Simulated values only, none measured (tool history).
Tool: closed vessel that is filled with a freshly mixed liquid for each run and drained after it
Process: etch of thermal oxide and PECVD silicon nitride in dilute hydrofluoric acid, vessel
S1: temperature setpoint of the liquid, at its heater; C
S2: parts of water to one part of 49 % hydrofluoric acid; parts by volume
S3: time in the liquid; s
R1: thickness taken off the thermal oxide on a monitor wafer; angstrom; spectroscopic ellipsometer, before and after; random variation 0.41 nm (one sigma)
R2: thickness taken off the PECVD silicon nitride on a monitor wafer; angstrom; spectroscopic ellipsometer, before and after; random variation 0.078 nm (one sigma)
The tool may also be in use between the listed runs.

run	hour	S1	S2	S3	R1	R2
1	0.0	22.0	125	990	363.21	129.220
2	3.5	25.0	125	990	414.14	158.140
3	6.8	25.0	125	845	353.48	134.390
4	10.0	22.5	125	845	321.28	114.800
# hour 13.3: thermometer replaced
5	13.3	22.5	155	845	234.94	84.045
6	20.6	22.5	175	845	205.90	74.089
7	28.3	24.5	125	775	298.93	107.740

Run 8 comes next. What will it give?
8	31.8	25.0	110	750	?	?

Run 8 gave R1 335.94 angstrom, R2 121.470 angstrom.
